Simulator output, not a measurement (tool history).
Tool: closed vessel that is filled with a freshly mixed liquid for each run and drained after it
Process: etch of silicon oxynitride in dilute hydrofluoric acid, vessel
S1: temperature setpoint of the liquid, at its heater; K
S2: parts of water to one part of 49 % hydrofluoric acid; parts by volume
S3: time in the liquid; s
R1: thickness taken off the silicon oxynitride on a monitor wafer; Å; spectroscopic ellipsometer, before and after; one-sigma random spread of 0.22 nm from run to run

Run 1, hour 0.0: S1 297.15 K, S2 130 parts by volume, S3 1405 s. Result: R1 200.32 Å.
Run 2, hour 1.4: S1 294.65 K, S2 130 parts by volume, S3 1405 s. Result: R1 179.30 Å.
Run 3, hour 9.3: S1 294.65 K, S2 170 parts by volume, S3 1405 s. Result: R1 132.38 Å.
Run 4, hour 13.3: S1 296.65 K, S2 155 parts by volume, S3 1405 s. Result: R1 160.73 Å.
Run 5, hour 20.0: S1 296.65 K, S2 155 parts by volume, S3 1505 s. Result: R1 174.02 Å.
At hour 20.7: hydrofluoric acid flow meter replaced.
Run 6, hour 20.7: S1 298.15 K, S2 155 parts by volume, S3 1505 s. Result: R1 211.86 Å.
Run 7, hour 28.2: S1 299.15 K, S2 150 parts by volume, S3 1505 s. Result: R1 230.68 Å.
Run 8, hour 36.7: S1 300.15 K, S2 145 parts by volume, S3 1505 s. Result: R1 248.28 Å.

Run 9 has not been measured yet. What should we expect?
Run 9, hour 44.8: S1 301.15 K, S2 140 parts by volume, S3 1505 s. Result: R1 ?.

{"run 9": {"R1": 271.38}}
